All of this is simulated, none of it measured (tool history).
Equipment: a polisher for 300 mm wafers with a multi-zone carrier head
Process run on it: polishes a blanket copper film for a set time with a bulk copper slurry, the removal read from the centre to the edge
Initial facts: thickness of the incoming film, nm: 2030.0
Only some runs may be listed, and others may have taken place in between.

run  hour  flow of slurry (ml/min)  pressure of the head's centre zone  pressure of the head's middle zone  pressure of the head's edge zone  abrasive content of the slurry  polishing time (s)  film removed at the wafer's centre (angstrom)  film removed at mid-radius (angstrom)  film removed at the wafer's edge (angstrom)
  1   0.0                      255                                1.00                                1.00                              1.00                            1.00                  51                                         6736.4                                 6989.4                                       6603.6
  2   5.1                      255                                1.00                                1.00                              1.04                            1.00                  51                                         6716.0                                 6916.5                                       6746.7
  3   8.2                      255                                1.00                                1.00                              1.10                            1.00                  51                                         6669.2                                 6789.2                                       7039.1
  4  15.0                      255                                1.00                                0.95                              1.10                            1.00                  51                                         6690.9                                 6686.6                                       6920.5
  5  18.1                      245                                0.98                                0.93                              1.07                            0.90                  46                                         5820.2                                 5845.4                                       6169.3
  6  24.0                      245                                0.96                                0.92                              1.02                            0.80                  42                                         5053.2                                 5134.2                                       5337.7

Run 7 has not been measured yet. What should we expect?
  7  29.0                      250                                0.94                                0.92                              0.98                            0.75                  40                                              ?                                      ?                                            ?

{"run 7": {"film removed at the wafer's centre (angstrom)": 4662.9, "film removed at mid-radius (angstrom)": 4818.1, "film removed at the wafer's edge (angstrom)": 4816.7}}
